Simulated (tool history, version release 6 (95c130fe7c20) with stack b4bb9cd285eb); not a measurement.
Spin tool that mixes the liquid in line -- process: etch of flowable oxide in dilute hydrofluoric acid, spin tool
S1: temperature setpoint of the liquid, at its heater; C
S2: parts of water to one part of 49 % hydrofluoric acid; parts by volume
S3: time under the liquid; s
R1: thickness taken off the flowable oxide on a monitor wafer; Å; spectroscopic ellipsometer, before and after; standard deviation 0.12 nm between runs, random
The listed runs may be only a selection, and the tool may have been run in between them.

| run | hour | S1 | S2 | S3 | R1 |
|---|---|---|---|---|---|
| 1 | 0.0 | 24.0 | 235 | 265 | 344.98 |
| 2 | 0.9 | 24.0 | 235 | 265 | 342.96 |
| 3 | 6.4 | 23.0 | 250 | 265 | 308.98 |
| 4 | 8.7 | 23.0 | 250 | 265 | 307.25 |
| 5 | 12.9 | 22.0 | 260 | 265 | 283.19 |
| 6 | 18.9 | 24.0 | 260 | 265 | 304.92 |
| 7 | 27.4 | 20.0 | 315 | 265 | 205.54 |

Forecast run 8:
| 8 | 29.1 | 19.5 | 315 | 265 | ? |

{"run 8": {"R1": 201.83}}
